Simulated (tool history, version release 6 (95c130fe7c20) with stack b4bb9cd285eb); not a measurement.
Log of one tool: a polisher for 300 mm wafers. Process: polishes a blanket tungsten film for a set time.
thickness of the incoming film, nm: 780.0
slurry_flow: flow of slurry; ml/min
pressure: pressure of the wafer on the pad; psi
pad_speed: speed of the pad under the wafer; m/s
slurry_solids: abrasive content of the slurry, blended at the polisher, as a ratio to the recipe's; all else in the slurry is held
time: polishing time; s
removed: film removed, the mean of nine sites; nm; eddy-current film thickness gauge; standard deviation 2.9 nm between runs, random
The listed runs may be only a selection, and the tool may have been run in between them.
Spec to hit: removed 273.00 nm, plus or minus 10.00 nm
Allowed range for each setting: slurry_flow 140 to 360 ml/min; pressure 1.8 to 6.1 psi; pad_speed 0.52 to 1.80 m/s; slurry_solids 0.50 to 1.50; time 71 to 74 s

Run 1, day 0.000: slurry_flow 230 ml/min, pressure 3.9 psi, pad_speed 1.16 m/s, slurry_solids 1.00, time 71 s. Result: removed 426.15 nm.
Run 2, day 0.350: slurry_flow 230 ml/min, pressure 3.6 psi, pad_speed 1.16 m/s, slurry_solids 1.00, time 71 s. Result: removed 397.77 nm.
Run 3, day 0.458: slurry_flow 230 ml/min, pressure 3.3 psi, pad_speed 1.16 m/s, slurry_solids 1.00, time 71 s. Result: removed 369.28 nm.
Run 4, day 0.829: slurry_flow 230 ml/min, pressure 3.1 psi, pad_speed 1.16 m/s, slurry_solids 1.00, time 71 s. Result: removed 347.59 nm.
Run 5, day 1.204: slurry_flow 230 ml/min, pressure 2.9 psi, pad_speed 1.16 m/s, slurry_solids 1.00, time 71 s. Result: removed 324.56 nm.
Run 6, day 1.404: slurry_flow 230 ml/min, pressure 1.9 psi, pad_speed 1.16 m/s, slurry_solids 1.00, time 71 s. Result: removed 220.23 nm.
Run 7, day 1.467: slurry_flow 235 ml/min, pressure 2.6 psi, pad_speed 1.16 m/s, slurry_solids 1.00, time 71 s. Result: removed 294.30 nm.
Run 8, day 1.754: slurry_flow 235 ml/min, pressure 2.6 psi, pad_speed 1.16 m/s, slurry_solids 1.00, time 71 s. Result: removed 292.94 nm.
Run 9, day 1.933: slurry_flow 235 ml/min, pressure 2.6 psi, pad_speed 1.16 m/s, slurry_solids 1.00, time 71 s. Result: removed 295.52 nm.
Run 10, day 1.967: slurry_flow 230 ml/min, pressure 2.6 psi, pad_speed 1.16 m/s, slurry_solids 1.00, time 71 s. Result: removed 292.42 nm.

Of the 5 settings listed for the next run, only one would bring every result within its allowed miss of target. Which one?
Run A, day 2.000: slurry_flow 225 ml/min, pressure 2.9 psi, pad_speed 1.16 m/s, slurry_solids 1.00, time 71 s. Result: removed ?.
Run B, day 2.000: slurry_flow 220 ml/min, pressure 2.3 psi, pad_speed 1.06 m/s, slurry_solids 1.10, time 71 s. Result: removed ?.
Run C, day 2.000: slurry_flow 240 ml/min, pressure 2.5 psi, pad_speed 1.24 m/s, slurry_solids 0.90, time 71 s. Result: removed ?.
Run D, day 2.000: slurry_flow 265 ml/min, pressure 2.7 psi, pad_speed 1.22 m/s, slurry_solids 0.90, time 71 s. Result: removed ?.
Run E, day 2.000: slurry_flow 270 ml/min, pressure 3.5 psi, pad_speed 0.76 m/s, slurry_solids 1.15, time 71 s. Result: removed ?.

move  removed
   A   322.74
   B   242.62
   C   292.47
   D   313.44
   E   273.48
A: moves away from the targets compared with the last run
B: carries the result that was furthest off beyond its target, to the other side
C: neither nearer nor further off than the last run
D: moves away from the targets compared with the last run
E: meets every target
The move that meets every target is E.

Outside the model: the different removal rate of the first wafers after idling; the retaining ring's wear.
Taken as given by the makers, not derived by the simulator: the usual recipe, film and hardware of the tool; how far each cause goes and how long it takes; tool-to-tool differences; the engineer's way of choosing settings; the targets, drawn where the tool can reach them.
